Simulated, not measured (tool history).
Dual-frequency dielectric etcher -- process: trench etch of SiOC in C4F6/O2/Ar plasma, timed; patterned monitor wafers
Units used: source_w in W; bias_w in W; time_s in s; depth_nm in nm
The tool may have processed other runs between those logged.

run  hour  source_w  bias_w  time_s  depth_nm
  1   0.0       310     131      24    44.774
  2   5.0       310     131      25    46.589
  3   5.9       310     131      25    46.748
  4  14.9       330     132      25    47.725
  5  17.3       370     132      25    49.212
  6  22.0       370     132      24    47.043
  7  25.7       390     135      24    48.174
  8  28.9       390     135      24    48.390
  9  30.0       400     136      24    48.733

Run 10 is up next; what results do you expect?
 10  34.3       410     138      24         ?

{"run 10": {"depth_nm": 49.44}}
